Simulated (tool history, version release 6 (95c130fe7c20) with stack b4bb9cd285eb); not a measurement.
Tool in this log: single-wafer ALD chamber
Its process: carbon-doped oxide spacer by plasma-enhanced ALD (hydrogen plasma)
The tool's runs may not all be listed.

run  hour  heater temperature setpoint (deg C)  number of ALD cycles (cycles)  mean film thickness on the monitor wafer (angstrom)
  1   0.0                                  390                            270                                               129.17
  2   3.4                                  390                            278                                               131.76
  3   9.1                                  390                            285                                               136.22
  4  15.0                                  384                            285                                               135.87
  5  23.1                                  374                            285                                               135.98
  6  28.6                                  374                            290                                               138.72

Forecast run 7:
  7  31.0                                  374                            293                                                    ?

{"run 7": {"mean film thickness on the monitor wafer (angstrom)": 140.52}}

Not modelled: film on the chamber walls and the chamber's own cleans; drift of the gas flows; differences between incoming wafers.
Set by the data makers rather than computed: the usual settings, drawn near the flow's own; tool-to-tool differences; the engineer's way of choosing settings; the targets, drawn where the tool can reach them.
